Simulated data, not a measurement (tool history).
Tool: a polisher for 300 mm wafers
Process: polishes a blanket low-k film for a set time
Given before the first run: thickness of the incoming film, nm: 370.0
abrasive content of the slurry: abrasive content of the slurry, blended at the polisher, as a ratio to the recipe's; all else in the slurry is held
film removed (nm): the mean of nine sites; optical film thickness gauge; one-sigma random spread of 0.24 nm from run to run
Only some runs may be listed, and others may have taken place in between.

run	hour	flow of slurry (ml/min)	pressure of the wafer on the pad (psi)	speed of the pad under the wafer (m/s)	abrasive content of the slurry	polishing time (s)	film removed (nm)
1	0	260	2.2	0.96	1	123	51.929
2	6.8	260	1.9	0.96	1	123	45.804
3	11.1	260	1.9	0.96	1	123	45.253
4	12.6	260	1.9	0.8	1	123	40.606
5	16.2	260	1.9	0.8	0.9	123	38.826
6	23.7	260	1.9	0.8	0.9	128	40.789
7	24.8	260	1.7	0.8	0.9	128	36.497

Run 8, settings as shown, results not yet in. Your forecast:
8	31.4	250	1.3	0.8	0.9	128	?

{"run 8": {"film removed (nm)": 28.336}}
